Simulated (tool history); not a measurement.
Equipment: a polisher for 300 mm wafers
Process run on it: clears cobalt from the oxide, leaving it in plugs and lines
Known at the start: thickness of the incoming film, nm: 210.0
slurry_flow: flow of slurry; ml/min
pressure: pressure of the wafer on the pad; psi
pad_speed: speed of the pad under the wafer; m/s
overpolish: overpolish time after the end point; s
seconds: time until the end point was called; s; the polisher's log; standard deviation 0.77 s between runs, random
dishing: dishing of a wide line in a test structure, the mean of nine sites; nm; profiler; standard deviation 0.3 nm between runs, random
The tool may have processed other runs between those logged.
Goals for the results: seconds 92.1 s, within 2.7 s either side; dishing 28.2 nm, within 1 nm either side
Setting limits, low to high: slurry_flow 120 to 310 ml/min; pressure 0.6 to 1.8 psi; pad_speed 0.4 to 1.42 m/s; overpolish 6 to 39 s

run 1 hour=0 | slurry_flow=200 pressure=1.2 pad_speed=0.9 overpolish=20 | seconds=66.017 dishing=42.595
run 2 hour=2.6 | slurry_flow=185 pressure=1.2 pad_speed=0.9 overpolish=20 | seconds=67.823 dishing=42.211
run 3 hour=6 | slurry_flow=225 pressure=1.2 pad_speed=0.9 overpolish=20 | seconds=65.748 dishing=42.568
run 4 hour=12.4 | slurry_flow=225 pressure=1.2 pad_speed=0.9 overpolish=16 | seconds=66.49 dishing=37.545
run 5 hour=16.2 | slurry_flow=225 pressure=1.2 pad_speed=0.9 overpolish=11 | seconds=64.335 dishing=28.718
run 6 hour=23.8 | slurry_flow=225 pressure=1.2 pad_speed=0.9 overpolish=6 | seconds=65.186 dishing=17.776
run 7 hour=30.9 | slurry_flow=190 pressure=0.9 pad_speed=0.9 overpolish=16 | seconds=79.384 dishing=32.49
run 8 hour=34.1 | slurry_flow=185 pressure=0.8 pad_speed=0.88 overpolish=15 | seconds=85.971 dishing=29.095

Next run, 5 choices. One meets every target within its allowed miss, the rest don't. Which?
run A hour=37.3 | slurry_flow=165 pressure=0.7 pad_speed=0.92 overpolish=17 | seconds=? dishing=?
run B hour=37.3 | slurry_flow=185 pressure=0.8 pad_speed=0.8 overpolish=15 | seconds=? dishing=?
run C hour=37.3 | slurry_flow=140 pressure=0.6 pad_speed=0.96 overpolish=19 | seconds=? dishing=?
run D hour=37.3 | slurry_flow=215 pressure=0.9 pad_speed=0.68 overpolish=13 | seconds=? dishing=?
run E hour=37.3 | slurry_flow=135 pressure=0.9 pad_speed=0.8 overpolish=17 | seconds=? dishing=?

move=A seconds=92.617 dishing=30.241
move=B seconds=91.801 dishing=27.811
move=C seconds=100.75 dishing=30.84
move=D seconds=91.87 dishing=24.966
move=E seconds=91.307 dishing=30.526
A: corrects the largest miss of the last run, while another result sits out of spec
B: each result inside its tolerance
C: the result that was furthest off in the last run now lies on the other side of its target
D: corrects the largest miss of the last run, while another result sits out of spec
E: corrects the largest miss of the last run, while another result sits out of spec
B is the move that brings every result within its allowed miss.
